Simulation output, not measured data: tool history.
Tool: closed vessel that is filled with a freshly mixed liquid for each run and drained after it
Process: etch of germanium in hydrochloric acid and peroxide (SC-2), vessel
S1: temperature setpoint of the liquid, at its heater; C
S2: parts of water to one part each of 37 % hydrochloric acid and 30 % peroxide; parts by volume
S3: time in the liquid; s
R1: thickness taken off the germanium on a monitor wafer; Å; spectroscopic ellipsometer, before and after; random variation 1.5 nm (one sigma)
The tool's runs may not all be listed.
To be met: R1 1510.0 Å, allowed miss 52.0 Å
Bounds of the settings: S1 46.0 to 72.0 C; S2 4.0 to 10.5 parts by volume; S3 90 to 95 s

run    day    S1   S2  S3      R1
  1  0.000  62.0  5.5  90  1914.9
  2  0.350  60.0  5.5  90  1793.3
  3  0.488  57.5  5.5  90  1681.3
  4  0.746  56.5  5.5  90  1610.9
  5  1.025  56.5  4.5  90  1647.2
  6  1.367  56.0  4.5  90  1607.4
  7  1.633  55.5  4.5  90  1583.4
  8  1.904  55.0  4.5  90  1563.4

5 next moves are on the table. One of them brings every result within its allowed miss. Which?
  A  2.175  56.5  4.5  90   ?
  B  2.175  54.0  6.0  90   ?
  C  2.175  51.5  6.0  90   ?
  D  2.175  57.0  5.0  90   ?
  E  2.175  55.5  6.0  95   ?

move      R1
   A  1644.0
   B  1506.5
   C  1391.2
   D  1665.7
   E  1667.0
A: further off than the last run
B: meets every target
C: takes the result that was furthest off past its target
D: further off than the last run
E: further off than the last run
Answer: B
